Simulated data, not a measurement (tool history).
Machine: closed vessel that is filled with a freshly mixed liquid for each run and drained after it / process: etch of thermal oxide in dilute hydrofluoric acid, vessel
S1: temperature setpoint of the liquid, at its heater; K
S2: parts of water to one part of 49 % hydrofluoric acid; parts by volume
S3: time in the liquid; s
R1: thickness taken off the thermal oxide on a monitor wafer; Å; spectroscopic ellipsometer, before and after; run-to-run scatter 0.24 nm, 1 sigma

run,day,S1,S2,S3,R1
1,0,298.15,85,1200,592.09
2,0.304,298.15,100,1200,494.73
3,0.538,298.15,80,1200,637.13
4,0.717,296.15,80,1200,585.23
5,0.871,296.15,95,1200,481.28
6,1.067,297.15,95,1200,502.85
7,1.25,301.15,95,1200,589.42
8,1.583,301.65,95,1200,605.08
9,1.679,302.65,95,1200,625.42

Predict the results of run 10:
10,1.938,303.15,95,1200,?

{"run 10": {"R1": 631.37}}
